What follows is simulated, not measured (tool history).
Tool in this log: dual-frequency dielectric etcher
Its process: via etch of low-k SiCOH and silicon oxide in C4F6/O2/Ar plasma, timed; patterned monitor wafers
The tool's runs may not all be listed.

run,hour,source power (kW),bias power (kW),etch time (s),mean etch depth across the wafer (nm)
1,0,0.43,0.131,34.5,94.571
2,5.3,0.39,0.118,34,85.791
3,6.2,0.33,0.118,34,77.411
4,13.5,0.33,0.118,34.5,78.628
5,21.5,0.31,0.113,34.5,75.104
6,26.9,0.3,0.11,34.5,72.522
7,31.3,0.29,0.109,34.5,70.292

Run 8 comes next. What will it give?
8,36.3,0.28,0.109,34.5,?

Run 8 measured mean etch depth across the wafer (nm) 69.315.
